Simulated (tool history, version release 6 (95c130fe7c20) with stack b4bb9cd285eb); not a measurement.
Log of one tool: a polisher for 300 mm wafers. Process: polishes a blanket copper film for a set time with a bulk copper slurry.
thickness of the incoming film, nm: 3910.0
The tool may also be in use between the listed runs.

run	hour	flow of slurry (ml/min)	pressure of the wafer on the pad (kPa)	speed of the pad under the wafer (m/s)	abrasive content of the slurry	polishing time (s)	film removed (Å)
1	0	310	15.9	1.42	1	21	2486.7
2	1	310	18.6	1.42	1	21	2747.2
3	9.3	310	17.2	1.4	1	21	2565.5
4	14.7	310	20.7	1.4	1	21	3043.3
5	19.8	310	20.7	1.56	1	21	3255.2
6	21.2	310	22.8	1.56	1	21	3524.7
7	23.7	310	20.7	1.52	1	21	3151
8	32.6	310	18.6	1.5	1	21	2857

The next listed run, before its measurement:
# hour 34.9: worn pad replaced by a new one
9	34.9	310	17.2	1.48	1	21	?

{"run 9": {"film removed (Å)": 2864.3}}

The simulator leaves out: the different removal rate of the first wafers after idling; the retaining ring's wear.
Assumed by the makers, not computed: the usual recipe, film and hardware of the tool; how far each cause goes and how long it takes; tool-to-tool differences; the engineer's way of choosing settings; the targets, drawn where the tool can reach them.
